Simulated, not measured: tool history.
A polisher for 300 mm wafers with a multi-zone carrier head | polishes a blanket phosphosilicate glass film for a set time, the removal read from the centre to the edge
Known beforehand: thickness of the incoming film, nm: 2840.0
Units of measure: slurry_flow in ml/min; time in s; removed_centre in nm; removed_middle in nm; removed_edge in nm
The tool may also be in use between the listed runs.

run	hour	slurry_flow	centre_zone	middle_zone	edge_zone	slurry_solids	time	removed_centre	removed_middle	removed_edge
1	0	310	1	1	1	1	57	401.19	398.45	403.67
2	1.2	245	1	1	1	1	57	406.87	388.05	397.55
3	5.8	245	1.07	1	1	1	57	420.84	387.38	400.01
4	8.9	245	1.04	1	1	1	57	418.78	383.94	385.98
5	14.9	245	1.04	1	1	0.85	57	385.5	366.62	362.31
6	20	245	1.07	1.04	0.99	0.9	57	421.71	383.97	381.49
7	25.1	265	1.05	1.08	0.96	0.9	57	401.59	401.88	380.9
8	30.6	270	1.08	1.11	0.94	0.9	57	411.35	407.59	370.17

The next listed run, before its measurement:
9	36.6	275	1.1	1.13	0.95	0.9	57	?	?	?

Run 9 gave removed_centre 414.12 nm, removed_middle 419.2 nm, removed_edge 374.4 nm.
